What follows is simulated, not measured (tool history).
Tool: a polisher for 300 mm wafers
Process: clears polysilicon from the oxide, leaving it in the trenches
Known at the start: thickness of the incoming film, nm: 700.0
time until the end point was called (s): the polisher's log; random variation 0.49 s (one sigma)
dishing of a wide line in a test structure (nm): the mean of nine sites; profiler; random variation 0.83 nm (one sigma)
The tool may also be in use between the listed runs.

run,day,flow of slurry (ml/min),pressure of the wafer on the pad (psi),speed of the pad under the wafer (cm/s),overpolish time after the end point (s),time until the end point was called (s),dishing of a wide line in a test structure (nm)
1,0,260,2.7,126,16,45.951,63.336
2,0.208,260,2.7,98,16,60.244,63.057
3,0.404,260,2.7,98,11,58.3,57.6
4,0.525,260,2.1,98,11,74.331,53.743
5,0.879,260,2.4,100,10,65.396,51.952
6,0.95,260,2.1,100,10,72.446,49.916

Run 7 comes next. What will it give?
7,1.121,260,2.8,108,12,?,?

Run 7 gave time until the end point was called (s) 53.414, dishing of a wide line in a test structure (nm) 59.02.

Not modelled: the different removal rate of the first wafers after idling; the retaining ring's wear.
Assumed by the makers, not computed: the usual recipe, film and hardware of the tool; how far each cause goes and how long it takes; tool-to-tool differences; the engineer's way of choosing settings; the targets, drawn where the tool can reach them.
